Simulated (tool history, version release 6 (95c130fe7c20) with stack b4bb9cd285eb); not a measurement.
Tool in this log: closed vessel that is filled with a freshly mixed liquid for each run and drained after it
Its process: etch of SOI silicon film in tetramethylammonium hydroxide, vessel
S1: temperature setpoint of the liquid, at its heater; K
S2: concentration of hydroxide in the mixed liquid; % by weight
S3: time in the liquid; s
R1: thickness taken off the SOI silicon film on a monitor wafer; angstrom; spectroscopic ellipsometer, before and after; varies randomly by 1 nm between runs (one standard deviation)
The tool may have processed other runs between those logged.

run  hour      S1    S2  S3      R1
  1     0  341.15  18.5  30  1544.7
  2   7.7  340.15  18.5  30  1459.8
  3  13.6  339.65  18.5  30  1400.3
  4  16.5  339.65    15  30    1550
  5  21.2  339.65  16.5  30  1467.5
  6  22.5  339.15  16.5  30  1421.8

Predict the results of run 7:
  7  23.5  338.65  16.5  30   ?

Run 7 came out at R1 1392 angstrom.
